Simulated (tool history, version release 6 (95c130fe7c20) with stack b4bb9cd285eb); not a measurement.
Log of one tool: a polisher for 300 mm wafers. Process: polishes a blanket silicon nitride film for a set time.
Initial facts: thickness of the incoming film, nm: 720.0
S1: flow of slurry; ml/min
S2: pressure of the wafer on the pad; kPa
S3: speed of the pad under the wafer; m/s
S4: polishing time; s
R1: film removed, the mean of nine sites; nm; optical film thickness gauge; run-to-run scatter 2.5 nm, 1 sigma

run    day   S1    S2    S3  S4      R1
  1  0.000  315  22.8  1.32  71  116.43
  2  0.258  315  25.5  1.34  71  131.11
  3  0.438  315  27.6  1.36  71  140.32
  4  0.462  315  29.6  1.38  71  159.87
  5  0.696  315  30.3  1.38  71  161.74
  6  0.779  315  31.0  1.38  71  164.05
  7  0.938  315  31.7  1.38  71  164.47

Forecast run 8:
  8  1.154  315  32.4  1.38  71   ?

{"run 8": {"R1": 171.05}}
